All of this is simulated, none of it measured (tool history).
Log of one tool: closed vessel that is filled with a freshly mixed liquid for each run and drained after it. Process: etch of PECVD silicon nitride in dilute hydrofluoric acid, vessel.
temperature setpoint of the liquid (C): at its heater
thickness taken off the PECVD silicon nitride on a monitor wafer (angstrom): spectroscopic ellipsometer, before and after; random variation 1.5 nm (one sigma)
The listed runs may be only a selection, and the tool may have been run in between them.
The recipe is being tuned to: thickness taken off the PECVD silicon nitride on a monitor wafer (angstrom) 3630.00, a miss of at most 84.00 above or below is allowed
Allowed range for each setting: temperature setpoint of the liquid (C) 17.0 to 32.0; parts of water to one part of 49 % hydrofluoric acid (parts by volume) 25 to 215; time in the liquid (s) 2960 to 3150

| run | day | temperature setpoint of the liquid (C) | parts of water to one part of 49 % hydrofluoric acid (parts by volume) | time in the liquid (s) | thickness taken off the PECVD silicon nitride on a monitor wafer (angstrom) |
|---|---|---|---|---|---|
| 1 | 0.000 | 24.0 | 120 | 2960 | 959.24 |
| 2 | 0.267 | 26.0 | 120 | 2960 | 1101.20 |
| 3 | 0.596 | 26.0 | 120 | 2960 | 1096.80 |
| 4 | 0.788 | 28.0 | 120 | 2960 | 1238.70 |
| 5 | 1.133 | 29.0 | 90 | 2980 | 1783.20 |
| 6 | 1.458 | 29.0 | 90 | 2960 | 1768.10 |
| 7 | 1.608 | 30.0 | 70 | 2960 | 2437.60 |
| 8 | 1.879 | 30.5 | 60 | 2960 | 2911.80 |

Consider the 5 candidate settings below. Which is the only one whose results all fall within their allowed miss of target?
| A | 2.150 | 30.0 | 50 | 3150 | ? |
| B | 2.150 | 30.0 | 70 | 3065 | ? |
| C | 2.150 | 30.0 | 55 | 3055 | ? |
| D | 2.150 | 29.5 | 55 | 3150 | ? |
| E | 2.150 | 30.5 | 55 | 3010 | ? |

| move | thickness taken off the PECVD silicon nitride on a monitor wafer (angstrom) |
|---|---|
| A | 3581.40 |
| B | 2494.50 |
| C | 3160.40 |
| D | 3155.40 |
| E | 3215.50 |
A: hits every target within its allowed miss
B: lands further from the targets than the last run did
C: closer than the last run, but not yet in spec
D: closer than the last run, but not yet in spec
E: closer than the last run, but not yet in spec
A is the move that brings every result within its allowed miss.
